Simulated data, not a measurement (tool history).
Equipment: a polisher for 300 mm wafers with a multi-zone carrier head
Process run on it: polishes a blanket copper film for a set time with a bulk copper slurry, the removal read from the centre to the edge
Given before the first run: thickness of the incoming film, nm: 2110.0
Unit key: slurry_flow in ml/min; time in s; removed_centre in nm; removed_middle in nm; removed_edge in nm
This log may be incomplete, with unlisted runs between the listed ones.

| run | hour | slurry_flow | centre_zone | middle_zone | edge_zone | slurry_solids | time | removed_centre | removed_middle | removed_edge |
|---|---|---|---|---|---|---|---|---|---|---|
| 1 | 0.0 | 195 | 1.00 | 1.00 | 1.00 | 1.00 | 89 | 771.65 | 772.03 | 760.97 |
| 2 | 5.3 | 235 | 1.00 | 1.00 | 1.00 | 1.00 | 89 | 789.75 | 798.47 | 794.96 |
| 3 | 10.2 | 225 | 0.98 | 1.00 | 0.98 | 0.95 | 85 | 733.26 | 744.78 | 743.56 |
| 4 | 17.4 | 225 | 0.98 | 1.00 | 1.04 | 0.95 | 85 | 735.15 | 746.88 | 757.83 |
| 5 | 26.2 | 215 | 0.97 | 1.01 | 1.02 | 0.90 | 81 | 673.23 | 714.02 | 709.70 |
| 6 | 27.8 | 215 | 0.97 | 1.01 | 1.02 | 1.10 | 81 | 720.26 | 728.03 | 737.72 |
| 7 | 35.3 | 205 | 0.97 | 1.01 | 1.00 | 1.05 | 77 | 660.62 | 684.95 | 661.67 |
| 8 | 41.2 | 195 | 0.96 | 1.00 | 0.98 | 1.00 | 75 | 631.17 | 652.10 | 651.47 |
| 9 | 47.5 | 190 | 0.96 | 1.01 | 0.97 | 0.95 | 72 | 595.48 | 627.60 | 615.07 |
| 10 | 52.6 | 185 | 0.96 | 1.01 | 0.96 | 0.90 | 69 | 563.95 | 583.61 | 586.34 |
| 11 | 59.5 | 180 | 0.96 | 1.02 | 0.95 | 0.85 | 67 | 541.10 | 565.70 | 553.93 |
| 12 | 67.5 | 175 | 0.95 | 1.03 | 0.94 | 0.80 | 66 | 511.62 | 562.45 | 528.71 |

Forecast run 13:
| 13 | 76.1 | 175 | 0.95 | 1.03 | 0.94 | 0.80 | 66 | ? | ? | ? |

{"run 13": {"removed_centre": 518.23, "removed_middle": 556.82, "removed_edge": 528.03}}
